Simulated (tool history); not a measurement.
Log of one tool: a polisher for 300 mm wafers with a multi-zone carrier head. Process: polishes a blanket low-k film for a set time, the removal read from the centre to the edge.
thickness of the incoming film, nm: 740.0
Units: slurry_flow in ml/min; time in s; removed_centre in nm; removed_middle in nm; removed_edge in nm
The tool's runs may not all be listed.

run,hour,slurry_flow,centre_zone,middle_zone,edge_zone,slurry_solids,time,removed_centre,removed_middle,removed_edge
1,0.0,190,1.00,1.00,1.00,1.00,51,20.537,20.831,21.717
2,7.0,190,1.01,1.01,1.01,1.05,51,20.889,21.565,21.653
3,8.0,190,1.01,1.01,1.01,1.05,58,23.758,23.876,24.456
4,12.9,195,1.01,1.01,1.02,1.10,58,24.173,25.489,25.515
5,13.6,195,1.01,1.01,1.02,1.10,48,20.182,20.353,21.465
6,16.2,195,1.01,0.96,1.02,1.10,48,20.251,20.098,20.656
7,20.7,195,1.03,0.98,1.04,1.15,49,21.521,20.563,21.861

The next listed run, before its measurement:
8,24.9,200,1.04,1.00,1.05,1.20,50,?,?,?

removed_centre: 22.604 nm
removed_middle: 22.186 nm
removed_edge: 23.264 nm
